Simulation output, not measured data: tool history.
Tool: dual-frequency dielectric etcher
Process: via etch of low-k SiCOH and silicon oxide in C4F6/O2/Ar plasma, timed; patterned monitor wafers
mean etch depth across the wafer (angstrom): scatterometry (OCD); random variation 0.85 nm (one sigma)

run	day	source power (W)	bias power (W)	etch time (s)	mean etch depth across the wafer (angstrom)
1	0	430	195	83	2332.4
2	0.1	450	196	83	2402.3
3	0.308	470	197	83	2476.4
4	0.342	470	215	83	2521.8
5	0.6	400	215	83	2297.8
6	0.675	360	215	83	2153.2
7	0.95	390	216	83	2254.5
8	1.125	410	217	83	2339.9

Run 9 comes next. What will it give?
9	1.158	430	217	83	?

{"run 9": {"mean etch depth across the wafer (angstrom)": 2401.3}}
